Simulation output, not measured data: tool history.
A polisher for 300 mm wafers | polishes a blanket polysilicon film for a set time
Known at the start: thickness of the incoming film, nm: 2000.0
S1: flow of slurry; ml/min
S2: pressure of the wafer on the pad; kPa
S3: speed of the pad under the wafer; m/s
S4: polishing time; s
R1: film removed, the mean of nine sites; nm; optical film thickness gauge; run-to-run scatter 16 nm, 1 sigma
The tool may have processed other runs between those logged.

| run | hour | S1 | S2 | S3 | S4 | R1 |
|---|---|---|---|---|---|---|
| 1 | 0 | 140 | 12.4 | 1.08 | 117 | 748.57 |
| 2 | 3.5 | 145 | 14.5 | 1.1 | 117 | 872.44 |
| 3 | 5.6 | 125 | 14.5 | 1.1 | 117 | 876.79 |
| 4 | 14.4 | 110 | 14.5 | 1.1 | 117 | 851.78 |
| 5 | 18.9 | 110 | 15.9 | 1.12 | 117 | 930.92 |
| 6 | 24.2 | 110 | 15.9 | 1.12 | 123 | 985.13 |
| 7 | 25.2 | 110 | 15.9 | 1.12 | 123 | 984.15 |
| 8 | 29.7 | 115 | 17.2 | 1.14 | 123 | 1084.3 |

Expected results for the next run?
| 9 | 30.6 | 115 | 17.9 | 1.16 | 123 | ? |

Run 9 measured R1 1161.7 nm.
